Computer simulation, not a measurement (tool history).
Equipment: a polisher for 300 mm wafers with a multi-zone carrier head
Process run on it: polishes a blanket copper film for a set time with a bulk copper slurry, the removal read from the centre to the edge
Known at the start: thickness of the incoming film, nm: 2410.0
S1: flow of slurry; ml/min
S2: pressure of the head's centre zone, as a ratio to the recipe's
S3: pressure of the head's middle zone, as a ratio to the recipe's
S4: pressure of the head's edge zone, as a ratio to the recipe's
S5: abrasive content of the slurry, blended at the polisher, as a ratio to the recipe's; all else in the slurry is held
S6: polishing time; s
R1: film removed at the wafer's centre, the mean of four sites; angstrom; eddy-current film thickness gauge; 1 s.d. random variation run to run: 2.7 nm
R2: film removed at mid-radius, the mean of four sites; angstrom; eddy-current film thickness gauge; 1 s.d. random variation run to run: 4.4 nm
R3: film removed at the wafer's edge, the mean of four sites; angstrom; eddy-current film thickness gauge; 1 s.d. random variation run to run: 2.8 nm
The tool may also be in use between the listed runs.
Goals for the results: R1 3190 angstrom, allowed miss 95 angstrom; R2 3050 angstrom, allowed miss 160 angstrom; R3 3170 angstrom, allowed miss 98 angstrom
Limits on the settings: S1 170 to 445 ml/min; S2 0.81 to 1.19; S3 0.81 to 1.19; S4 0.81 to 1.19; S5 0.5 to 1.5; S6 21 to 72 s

| run | hour | S1 | S2 | S3 | S4 | S5 | S6 | R1 | R2 | R3 |
|---|---|---|---|---|---|---|---|---|---|---|
| 1 | 0 | 285 | 1 | 1 | 1 | 1 | 46 | 2225.9 | 2217.6 | 2224 |
| 2 | 7.5 | 290 | 1.02 | 1.01 | 1.04 | 1.15 | 48 | 2447.8 | 2438.9 | 2471.7 |
| 3 | 9.1 | 295 | 1.05 | 1.02 | 1.08 | 1.25 | 49 | 2584.6 | 2604.3 | 2618.5 |
| 4 | 13.6 | 295 | 1.05 | 1.02 | 1.08 | 1.25 | 38 | 2044.8 | 1998.6 | 1998.7 |
| 5 | 21.1 | 295 | 1.05 | 1.02 | 1.08 | 1.15 | 38 | 1962.5 | 1917.2 | 1967.8 |
| 6 | 25.7 | 300 | 1.07 | 1.02 | 1.11 | 1.25 | 43 | 2326.2 | 2251.6 | 2314 |
| 7 | 33.4 | 305 | 1.09 | 1.02 | 1.13 | 1.35 | 46 | 2630.8 | 2435.6 | 2529.8 |
| 8 | 40.3 | 305 | 1.09 | 1.03 | 1.14 | 1.4 | 48 | 2779.6 | 2504.8 | 2682.7 |
| 9 | 48 | 310 | 1.08 | 1.06 | 1.14 | 1.45 | 50 | 2867.2 | 2788.4 | 2787.9 |
| 10 | 53.3 | 315 | 1.08 | 1.06 | 1.15 | 1.45 | 51 | 2956.4 | 2882.5 | 2906.5 |
| 11 | 58.7 | 315 | 1.08 | 1.06 | 1.15 | 1.45 | 51 | 2947.5 | 2869.4 | 2888.8 |
| 12 | 59.3 | 320 | 1.08 | 1.06 | 1.16 | 1.45 | 52 | 3031.7 | 2893.9 | 2960.4 |
| 13 | 59.9 | 320 | 1.08 | 1.06 | 1.17 | 1.45 | 53 | 3058.6 | 2916.6 | 3024.8 |

Which of these 5 next moves meets every target?
| A | 60.5 | 390 | 1.15 | 1.12 | 1.13 | 1.4 | 51 | ? | ? | ? |
| B | 60.5 | 415 | 1.15 | 1.18 | 1.04 | 1.25 | 51 | ? | ? | ? |
| C | 60.5 | 395 | 1.04 | 0.96 | 1.09 | 1.4 | 57 | ? | ? | ? |
| D | 60.5 | 365 | 1.09 | 1.02 | 1.17 | 1.4 | 52 | ? | ? | ? |
| E | 60.5 | 330 | 1.13 | 1.03 | 1.16 | 1.4 | 56 | ? | ? | ? |

| move | R1 | R2 | R3 |
|---|---|---|---|
| A | 3177.6 | 2986 | 2884 |
| B | 3108.1 | 3037.3 | 2716.1 |
| C | 3219.8 | 2980.3 | 3182 |
| D | 3054.7 | 2823.8 | 2976.9 |
| E | 3374 | 3035 | 3171.3 |
A: moves away from the targets compared with the last run
B: moves away from the targets compared with the last run
C: every result within its allowed miss
D: moves away from the targets compared with the last run
E: gets the furthest-off result to its target, but another result is out of tolerance
So the answer is move C, the one that meets all the targets.
